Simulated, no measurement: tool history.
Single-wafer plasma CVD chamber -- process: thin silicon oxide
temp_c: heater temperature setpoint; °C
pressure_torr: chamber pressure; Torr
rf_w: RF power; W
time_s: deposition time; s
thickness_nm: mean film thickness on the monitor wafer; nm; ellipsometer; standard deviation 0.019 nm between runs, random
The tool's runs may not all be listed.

run	hour	temp_c	pressure_torr	rf_w	time_s	thickness_nm
1	0	395	1.01	315	3.62	7.961
2	8.6	395	1.01	315	3.62	8.0294
3	16.9	395	0.96	315	3.62	7.7358
4	22.8	385	0.96	315	3.62	7.7693
5	29.4	385	0.91	315	3.62	7.4228
6	37.5	385	0.91	315	3.62	7.47
7	38.5	385	0.87	315	3.62	7.1209

Run 8 has not been measured yet. What should we expect?
8	39.3	385	0.84	315	3.62	?

thickness_nm: 6.9942 nm
